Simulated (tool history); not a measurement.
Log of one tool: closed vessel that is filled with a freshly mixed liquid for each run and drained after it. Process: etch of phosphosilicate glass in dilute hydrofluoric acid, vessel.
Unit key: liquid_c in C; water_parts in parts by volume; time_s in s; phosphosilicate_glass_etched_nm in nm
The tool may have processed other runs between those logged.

run,hour,liquid_c,water_parts,time_s,phosphosilicate_glass_etched_nm
1,0,26,60,100,401.75
2,2.5,23.5,65,100,331.25
3,3.6,26,65,100,363.92
4,8.9,26,45,100,542.54
5,17.8,23.5,55,100,395.78
6,23.1,27,55,100,459.17
7,25.1,24.5,60,100,377.14

What does the tool deliver on the next run?
8,29.4,22.5,65,100,?

{"run 8": {"phosphosilicate_glass_etched_nm": 314.89}}
